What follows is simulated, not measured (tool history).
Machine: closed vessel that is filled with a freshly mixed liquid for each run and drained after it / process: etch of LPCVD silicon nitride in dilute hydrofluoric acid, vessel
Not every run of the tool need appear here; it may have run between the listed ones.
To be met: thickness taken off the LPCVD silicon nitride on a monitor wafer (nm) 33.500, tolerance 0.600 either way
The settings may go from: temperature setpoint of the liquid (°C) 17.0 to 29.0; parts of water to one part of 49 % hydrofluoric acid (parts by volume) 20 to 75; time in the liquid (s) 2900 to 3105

run,hour,temperature setpoint of the liquid (°C),parts of water to one part of 49 % hydrofluoric acid (parts by volume),time in the liquid (s),thickness taken off the LPCVD silicon nitride on a monitor wafer (nm)
1,0.0,21.0,45,2900,27.294
2,5.3,21.5,45,2900,28.253
3,13.3,21.5,45,2900,28.198
4,17.5,21.5,45,3105,30.360
5,21.0,21.5,60,3105,22.814
6,29.1,22.5,60,3105,24.422
7,37.5,23.5,60,3105,26.055
8,43.6,23.5,60,3105,26.176
9,47.6,24.0,60,3105,27.112
10,53.1,24.5,60,3105,27.910
# hour 55.7: hydrofluoric acid flow meter replaced
11,55.7,25.0,60,3105,27.100
12,63.3,26.0,60,3105,28.378
13,72.6,29.0,60,3105,34.981

Which one of the following 4 next-run settings gets every result inside its allowed miss? There is exactly one.
A,81.9,28.0,55,3070,?
B,81.9,29.0,60,3080,?
C,81.9,29.0,60,2955,?
D,81.9,29.0,55,2900,?

move,thickness taken off the LPCVD silicon nitride on a monitor wafer (nm)
A,35.316
B,34.689
C,33.281
D,35.602
A: further off than the last run
B: moves toward the targets from the last run without getting all of them in spec
C: all results in spec
D: further off than the last run
The right move is C.
